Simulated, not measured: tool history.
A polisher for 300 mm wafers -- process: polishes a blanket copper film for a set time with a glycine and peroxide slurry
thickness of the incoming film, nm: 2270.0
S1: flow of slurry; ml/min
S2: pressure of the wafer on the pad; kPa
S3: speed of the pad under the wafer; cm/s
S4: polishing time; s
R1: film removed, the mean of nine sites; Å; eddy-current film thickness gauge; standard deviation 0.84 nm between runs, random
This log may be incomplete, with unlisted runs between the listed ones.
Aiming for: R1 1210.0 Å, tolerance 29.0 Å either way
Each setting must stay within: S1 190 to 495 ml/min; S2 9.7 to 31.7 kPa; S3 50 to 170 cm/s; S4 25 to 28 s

run,hour,S1,S2,S3,S4,R1
1,0.0,320,20.7,110,28,1568.9
2,2.8,320,16.5,110,28,1288.9
3,3.7,320,20.0,110,28,1529.8
4,10.3,320,19.3,110,28,1468.9
5,17.4,290,19.3,110,28,1467.0
6,18.7,290,18.6,110,28,1436.3
7,24.3,285,13.8,110,28,1106.2
8,30.6,315,15.9,110,28,1233.4
9,35.3,315,15.9,110,28,1253.3

Consider the 4 candidate settings below. Which is the only one whose results all fall within their allowed miss of target?
A,40.0,315,16.5,126,25,?
B,40.0,295,13.8,136,28,?
C,40.0,250,16.5,102,28,?
D,40.0,365,17.9,100,28,?

move,R1
A,1300.0
B,1327.1
C,1205.8
D,1291.7
A: misses by more than the last run did
B: misses by more than the last run did
C: all results land within tolerance of their targets
D: misses by more than the last run did
Answer: C
